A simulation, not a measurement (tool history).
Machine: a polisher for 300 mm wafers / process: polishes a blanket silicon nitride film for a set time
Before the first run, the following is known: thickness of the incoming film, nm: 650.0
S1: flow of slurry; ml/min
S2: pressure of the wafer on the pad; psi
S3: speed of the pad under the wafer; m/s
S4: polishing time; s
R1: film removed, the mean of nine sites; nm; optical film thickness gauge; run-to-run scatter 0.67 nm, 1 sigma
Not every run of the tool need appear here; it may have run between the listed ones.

run  hour   S1   S2    S3  S4      R1
  1     0  130    4  1.02  45  71.735
  2   2.2  130    3  1.02  45  59.182
  3  11.1  135  3.2  1.02  45  62.248
  4  19.9  135  3.9  1.02  45   69.51
  5    22  135  3.1  1.02  45  62.061
  6    31  140  3.3  1.02  45  63.693
  7  38.1  145  3.5  1.02  45  66.952
  8  40.1  150  3.6  1.02  45   67.85
  9  43.9  150  3.8  1.02  45  70.581

Run 10 comes next. What will it give?
 10  48.3  155  3.9  1.02  45   ?

{"run 10": {"R1": 72.061}}

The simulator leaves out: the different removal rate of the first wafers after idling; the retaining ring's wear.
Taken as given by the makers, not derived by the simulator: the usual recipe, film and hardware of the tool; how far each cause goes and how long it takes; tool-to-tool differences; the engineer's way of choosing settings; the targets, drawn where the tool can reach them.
